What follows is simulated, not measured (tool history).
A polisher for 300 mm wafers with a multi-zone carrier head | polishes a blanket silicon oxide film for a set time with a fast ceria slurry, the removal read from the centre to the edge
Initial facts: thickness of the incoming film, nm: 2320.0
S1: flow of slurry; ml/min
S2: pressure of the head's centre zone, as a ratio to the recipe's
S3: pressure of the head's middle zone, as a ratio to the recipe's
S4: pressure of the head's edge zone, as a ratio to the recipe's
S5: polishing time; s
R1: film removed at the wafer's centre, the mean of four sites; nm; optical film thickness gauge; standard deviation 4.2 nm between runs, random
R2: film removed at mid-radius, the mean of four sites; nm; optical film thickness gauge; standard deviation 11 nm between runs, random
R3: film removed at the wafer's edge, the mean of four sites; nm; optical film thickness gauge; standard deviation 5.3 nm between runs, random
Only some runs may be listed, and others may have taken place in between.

| run | hour | S1 | S2 | S3 | S4 | S5 | R1 | R2 | R3 |
|---|---|---|---|---|---|---|---|---|---|
| 1 | 0.0 | 140 | 1.00 | 1.00 | 1.00 | 46 | 765.67 | 744.28 | 753.65 |
| 2 | 2.3 | 125 | 0.98 | 1.02 | 0.97 | 46 | 737.14 | 784.05 | 730.85 |
| 3 | 4.7 | 115 | 0.97 | 1.00 | 0.95 | 46 | 713.88 | 722.48 | 720.96 |
| 4 | 7.1 | 115 | 0.97 | 1.00 | 0.91 | 46 | 725.22 | 740.75 | 706.08 |
| 5 | 11.0 | 110 | 0.96 | 1.01 | 0.90 | 46 | 713.63 | 735.23 | 691.71 |
| 6 | 13.6 | 105 | 0.95 | 1.02 | 0.90 | 46 | 688.48 | 725.00 | 700.55 |

Run 7 has not been measured yet. What should we expect?
| 7 | 22.5 | 100 | 0.95 | 1.03 | 0.88 | 46 | ? | ? | ? |

R1: 692.29 nm
R2: 741.66 nm
R3: 683.45 nm
